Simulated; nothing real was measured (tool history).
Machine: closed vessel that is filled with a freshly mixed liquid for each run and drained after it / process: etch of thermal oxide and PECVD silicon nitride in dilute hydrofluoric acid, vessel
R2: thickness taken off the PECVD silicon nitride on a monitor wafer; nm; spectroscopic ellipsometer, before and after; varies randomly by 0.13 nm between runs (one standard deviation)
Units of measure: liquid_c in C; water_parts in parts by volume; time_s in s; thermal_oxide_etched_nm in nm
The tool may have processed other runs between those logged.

{"run": 1, "day": 0.0, "liquid_c": 20.0, "water_parts": 185, "time_s": 1105, "thermal_oxide_etched_nm": 21.535, "R2": 13.103}
{"run": 2, "day": 0.275, "liquid_c": 21.5, "water_parts": 180, "time_s": 1100, "thermal_oxide_etched_nm": 23.429, "R2": 14.969}
{"run": 3, "day": 0.433, "liquid_c": 24.5, "water_parts": 180, "time_s": 1100, "thermal_oxide_etched_nm": 26.42, "R2": 17.94}
{"run": 4, "day": 0.458, "liquid_c": 24.5, "water_parts": 180, "time_s": 1575, "thermal_oxide_etched_nm": 37.736, "R2": 25.816}
{"run": 5, "day": 0.688, "liquid_c": 24.5, "water_parts": 180, "time_s": 2010, "thermal_oxide_etched_nm": 47.934, "R2": 32.867}
{"run": 6, "day": 1.046, "liquid_c": 23.5, "water_parts": 200, "time_s": 2045, "thermal_oxide_etched_nm": 41.41, "R2": 28.191}
{"run": 7, "day": 1.25, "liquid_c": 23.0, "water_parts": 215, "time_s": 2080, "thermal_oxide_etched_nm": 37.971, "R2": 25.758}

What does the tool deliver on the next run?
{"run": 8, "day": 1.558, "liquid_c": 22.5, "water_parts": 230, "time_s": 2105, "thermal_oxide_etched_nm": "?", "R2": "?"}

thermal_oxide_etched_nm: 34.788 nm
R2: 23.707 nm
